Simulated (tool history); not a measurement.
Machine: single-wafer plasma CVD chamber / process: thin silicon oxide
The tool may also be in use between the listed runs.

run	hour	heater temperature setpoint (deg C)	chamber pressure (mTorr)	RF power (W)	deposition time (s)	mean film thickness on the monitor wafer (nm)
1	0.0	420	664	365	6.66	11.030
2	1.6	420	664	365	6.87	11.464
3	2.2	425	664	365	6.87	11.498
4	8.0	420	664	365	6.87	11.402
5	9.5	420	641	365	6.87	11.105
6	17.8	420	641	340	6.87	10.772

Run 7, settings as shown, results not yet in. Your forecast:
7	18.3	420	624	340	6.87	?

mean film thickness on the monitor wafer (nm): 10.483
